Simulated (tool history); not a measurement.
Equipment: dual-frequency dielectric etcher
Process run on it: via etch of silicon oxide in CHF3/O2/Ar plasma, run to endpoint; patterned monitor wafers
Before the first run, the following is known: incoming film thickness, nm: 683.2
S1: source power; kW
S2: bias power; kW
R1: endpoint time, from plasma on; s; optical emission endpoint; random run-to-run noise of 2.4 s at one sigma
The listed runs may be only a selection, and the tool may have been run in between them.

Run 1, hour 0.0: S1 0.660 kW, S2 0.145 kW. Result: R1 346.64 s.
Run 2, hour 3.7: S1 0.610 kW, S2 0.145 kW. Result: R1 362.39 s.
Run 3, hour 12.3: S1 0.560 kW, S2 0.138 kW. Result: R1 383.13 s.
Run 4, hour 20.7: S1 0.520 kW, S2 0.133 kW. Result: R1 405.06 s.
Run 5, hour 27.3: S1 0.620 kW, S2 0.133 kW. Result: R1 370.52 s.
Run 6, hour 32.7: S1 0.570 kW, S2 0.133 kW. Result: R1 384.98 s.
Run 7, hour 40.5: S1 0.440 kW, S2 0.105 kW. Result: R1 497.14 s.

Run 8, settings as shown, results not yet in. Your forecast:
Run 8, hour 47.5: S1 0.460 kW, S2 0.105 kW. Result: R1 ?.

Logged for run 8: R1 477.19 s.
